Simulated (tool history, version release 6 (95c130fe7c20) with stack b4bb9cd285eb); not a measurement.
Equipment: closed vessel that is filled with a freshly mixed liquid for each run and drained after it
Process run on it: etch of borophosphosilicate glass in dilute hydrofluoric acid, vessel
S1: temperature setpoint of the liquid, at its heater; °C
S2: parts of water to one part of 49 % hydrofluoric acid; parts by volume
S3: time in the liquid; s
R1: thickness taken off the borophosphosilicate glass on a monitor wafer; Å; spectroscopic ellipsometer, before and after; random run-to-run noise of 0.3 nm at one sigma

run	hour	S1	S2	S3	R1
1	0	22	75	30	168.49
2	1.5	23.5	70	30	193.25
3	3.6	24.5	65	30	218.99
4	10	24.5	65	30	220.81
5	14.9	24.5	65	30	220.68
6	19.9	24.5	80	30	173.01
7	23.3	25.5	75	30	195.27
8	28.8	26.5	70	30	216.78
9	32.9	26.5	70	30	222.36

For run 10, what comes out?
10	37.8	27	65	30	?

{"run 10": {"R1": 241.71}}

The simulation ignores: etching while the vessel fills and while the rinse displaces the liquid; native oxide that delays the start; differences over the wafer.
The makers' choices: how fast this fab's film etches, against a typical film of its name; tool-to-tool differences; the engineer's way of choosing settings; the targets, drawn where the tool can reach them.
